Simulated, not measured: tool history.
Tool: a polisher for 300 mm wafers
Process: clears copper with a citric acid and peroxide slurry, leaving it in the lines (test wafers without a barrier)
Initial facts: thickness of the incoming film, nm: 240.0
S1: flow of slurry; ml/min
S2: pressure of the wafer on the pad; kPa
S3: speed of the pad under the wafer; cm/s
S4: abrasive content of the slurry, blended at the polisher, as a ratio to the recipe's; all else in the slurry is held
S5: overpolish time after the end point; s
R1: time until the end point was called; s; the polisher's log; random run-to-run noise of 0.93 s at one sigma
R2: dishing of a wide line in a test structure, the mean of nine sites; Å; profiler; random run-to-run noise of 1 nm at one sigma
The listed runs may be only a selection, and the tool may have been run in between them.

run  hour   S1    S2  S3    S4  S5      R1      R2
  1     0  190  26.2  86     1  23  100.24  451.19
  2   3.5  190  26.2  86   1.1  23   96.47  434.16
  3   7.2  190  26.2  98   1.1  23  85.572  505.64
  4  13.3  190  29.6  98   1.1  23  76.543  571.34
  5  16.9  195  29.6  98   1.1  22  76.946  531.06
  6  20.1  195  29.6  98  0.95  22  79.816  529.18
  7  25.6  195  30.3  98  0.95  22   77.58  503.06
  8  33.1  195  30.3  98  0.95  22   77.35  514.17

Estimate the outcome of run 9 from the log above:
  9    37  195  31  98  0.95  22   ?   ?

R1: 76.225 s
R2: 546.47 Å
